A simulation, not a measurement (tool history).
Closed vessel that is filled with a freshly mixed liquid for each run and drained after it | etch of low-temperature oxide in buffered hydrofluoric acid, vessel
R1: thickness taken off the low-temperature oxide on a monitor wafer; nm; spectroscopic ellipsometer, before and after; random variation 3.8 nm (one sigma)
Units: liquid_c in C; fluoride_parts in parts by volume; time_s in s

Run 1, hour 0.0: liquid_c 21.0 C, fluoride_parts 12.5 parts by volume, time_s 90 s. Result: R1 271.19 nm.
Run 2, hour 9.1: liquid_c 21.0 C, fluoride_parts 14.5 parts by volume, time_s 90 s. Result: R1 232.15 nm.
Run 3, hour 12.5: liquid_c 18.5 C, fluoride_parts 14.5 parts by volume, time_s 90 s. Result: R1 203.77 nm.
Run 4, hour 14.3: liquid_c 20.5 C, fluoride_parts 14.5 parts by volume, time_s 90 s. Result: R1 227.52 nm.
Run 5, hour 18.8: liquid_c 20.5 C, fluoride_parts 14.5 parts by volume, time_s 100 s. Result: R1 257.63 nm.
Run 6, hour 24.2: liquid_c 20.5 C, fluoride_parts 12.0 parts by volume, time_s 100 s. Result: R1 305.31 nm.

Run 7 comes next. What will it give?
Run 7, hour 30.2: liquid_c 24.5 C, fluoride_parts 11.5 parts by volume, time_s 100 s. Result: R1 ?.

Run 7 gave R1 396.90 nm.

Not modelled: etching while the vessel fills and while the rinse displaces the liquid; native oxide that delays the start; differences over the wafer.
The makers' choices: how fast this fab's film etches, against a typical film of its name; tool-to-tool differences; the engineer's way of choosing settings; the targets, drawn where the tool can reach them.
